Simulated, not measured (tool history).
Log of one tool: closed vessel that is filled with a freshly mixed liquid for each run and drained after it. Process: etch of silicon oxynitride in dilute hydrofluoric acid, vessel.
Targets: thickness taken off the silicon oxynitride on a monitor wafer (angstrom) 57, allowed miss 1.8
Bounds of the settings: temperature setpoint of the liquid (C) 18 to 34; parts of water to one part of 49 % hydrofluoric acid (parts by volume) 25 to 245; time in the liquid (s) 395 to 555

run	hour	temperature setpoint of the liquid (C)	parts of water to one part of 49 % hydrofluoric acid (parts by volume)	time in the liquid (s)	thickness taken off the silicon oxynitride on a monitor wafer (angstrom)
1	0	26	135	555	98.023
2	3.8	29.5	135	555	113.6
3	11.2	27.5	135	555	104.13
4	17.1	26	140	555	93.164
5	20.5	25	145	555	85.343
6	21.9	27.5	145	555	96.977
7	30.8	26	150	555	87.114
8	37.3	25	150	555	83.323
9	44.1	25	150	555	82.497
10	50	24	150	555	78.395
11	57.8	23	150	555	76.568
12	65.3	22	150	555	73
13	73.5	21.5	150	555	70.828
14	76.6	21	150	555	68.82
15	84.3	20.5	150	555	67.085
16	90.2	20	150	555	65.89

Which of these 5 next moves meets every target?
A	96.1	22	140	515	?
B	96.1	23	190	515	?
C	96.1	21	155	505	?
D	96.1	18	140	485	?
E	96.1	23.5	205	540	?

move	thickness taken off the silicon oxynitride on a monitor wafer (angstrom)
A	71.865
B	53.442
C	60.067
D	55.881
E	52.537
A: further off than the last run
B: takes the result that was furthest off past its target
C: nearer than the last run, and not there yet
D: meets every target
E: takes the result that was furthest off past its target
The right move is D.
